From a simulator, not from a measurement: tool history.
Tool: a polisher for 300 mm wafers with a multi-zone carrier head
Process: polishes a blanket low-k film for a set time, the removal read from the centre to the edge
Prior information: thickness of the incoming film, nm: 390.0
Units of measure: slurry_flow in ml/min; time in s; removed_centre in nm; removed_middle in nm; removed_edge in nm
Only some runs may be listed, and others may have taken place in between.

run,day,slurry_flow,centre_zone,middle_zone,edge_zone,slurry_solids,time,removed_centre,removed_middle,removed_edge
1,0,305,1,1,1,1,33,7.6729,7.665,7.8956
2,0.054,305,1,1,1,0.85,33,7.3076,7.1115,7.4381
3,0.292,305,1,1,1,1,33,7.8805,7.596,7.8916
4,0.438,305,1,1,1,1,36,8.5252,8.4218,8.5623
5,0.633,305,1,1,1,1.2,36,9.0663,8.8477,9.2788
6,0.912,305,1.09,1,1,1.2,36,9.8317,8.7742,9.2231
7,1.062,305,1.08,1,0.99,1.15,36,9.6079,8.5994,8.9763
8,1.4,305,1.08,1,0.99,1.15,36,9.5535,8.8011,8.8905
9,1.704,300,1.07,0.99,0.98,1.1,36,9.2129,8.3511,8.7662
10,1.838,300,1.06,1,0.97,1.05,36,9.0074,8.3109,8.5805
11,2.171,300,1.05,1.01,0.96,1,36,8.8392,8.4359,8.3918

Expected results for the next run?
12,2.229,300,1.04,1.01,0.95,0.95,36,?,?,?

removed_centre: 8.9022 nm
removed_middle: 8.1177 nm
removed_edge: 8.1762 nm
